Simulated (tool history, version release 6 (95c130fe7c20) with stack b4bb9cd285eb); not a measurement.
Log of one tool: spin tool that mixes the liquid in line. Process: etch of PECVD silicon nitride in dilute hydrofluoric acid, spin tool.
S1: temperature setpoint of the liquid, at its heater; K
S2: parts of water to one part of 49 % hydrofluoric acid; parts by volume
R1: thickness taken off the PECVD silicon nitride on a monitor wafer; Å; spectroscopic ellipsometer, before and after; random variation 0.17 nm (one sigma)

{"run": 1, "day": 0.0, "S1": 298.15, "S2": 85, "time under the liquid (s)": 280, "R1": 95.473}
{"run": 2, "day": 0.275, "S1": 298.15, "S2": 115, "time under the liquid (s)": 280, "R1": 70.592}
{"run": 3, "day": 0.604, "S1": 298.15, "S2": 135, "time under the liquid (s)": 280, "R1": 60.275}
{"run": 4, "day": 0.696, "S1": 299.65, "S2": 120, "time under the liquid (s)": 280, "R1": 75.333}
{"day": 0.892, "done": "thermometer replaced"}
{"run": 5, "day": 0.892, "S1": 301.15, "S2": 120, "time under the liquid (s)": 280, "R1": 89.399}
{"run": 6, "day": 0.929, "S1": 302.15, "S2": 110, "time under the liquid (s)": 280, "R1": 103.42}
{"run": 7, "day": 0.967, "S1": 302.65, "S2": 100, "time under the liquid (s)": 280, "R1": 117.32}
{"run": 8, "day": 1.146, "S1": 302.65, "S2": 100, "time under the liquid (s)": 280, "R1": 117.8}

Forecast run 9:
{"run": 9, "day": 1.392, "S1": 303.15, "S2": 90, "time under the liquid (s)": 280, "R1": "?"}

Run 9 gave R1 135.07 Å.
